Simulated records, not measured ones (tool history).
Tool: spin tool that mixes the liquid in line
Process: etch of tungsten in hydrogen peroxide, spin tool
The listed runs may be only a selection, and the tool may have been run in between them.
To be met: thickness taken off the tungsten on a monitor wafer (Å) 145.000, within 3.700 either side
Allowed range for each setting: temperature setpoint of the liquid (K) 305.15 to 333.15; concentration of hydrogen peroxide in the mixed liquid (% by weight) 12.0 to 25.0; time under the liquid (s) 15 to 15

run  hour  temperature setpoint of the liquid (K)  concentration of hydrogen peroxide in the mixed liquid (% by weight)  time under the liquid (s)  thickness taken off the tungsten on a monitor wafer (Å)
  1   0.0                                  317.15                                                                  17.0                         15                                                  110.500
  2   0.7                                  318.65                                                                  17.0                         15                                                  121.830
  3   5.0                                  312.65                                                                  17.0                         15                                                   83.984
  4   6.5                                  315.65                                                                  17.0                         15                                                  101.360
  5   7.5                                  315.65                                                                  17.0                         15                                                  101.980
  6  16.1                                  315.65                                                                  15.0                         15                                                   95.769
  7  20.0                                  318.15                                                                  15.0                         15                                                  112.140
  8  26.4                                  319.65                                                                  15.0                         15                                                  123.900
  9  28.2                                  320.65                                                                  15.0                         15                                                  131.500

Consider the 5 candidate settings below. Which is the only one whose results all fall within their allowed miss of target?
  A  30.0                                  323.15                                                                  15.0                         15                                                        ?
  B  30.0                                  321.65                                                                  19.5                         15                                                        ?
  C  30.0                                  322.65                                                                  16.0                         15                                                        ?
  D  30.0                                  321.65                                                                  16.5                         15                                                        ?
  E  30.0                                  321.65                                                                  14.5                         15                                                        ?

move  thickness taken off the tungsten on a monitor wafer (Å)
   A                                                  152.590
   B                                                  158.670
   C                                                  152.840
   D                                                  145.950
   E                                                  136.820
A: takes the biggest miss from the last run beyond its target
B: takes the biggest miss from the last run beyond its target
C: takes the biggest miss from the last run beyond its target
D: in spec on every target
E: nearer than the last run, and not there yet
The move that meets every target is D.
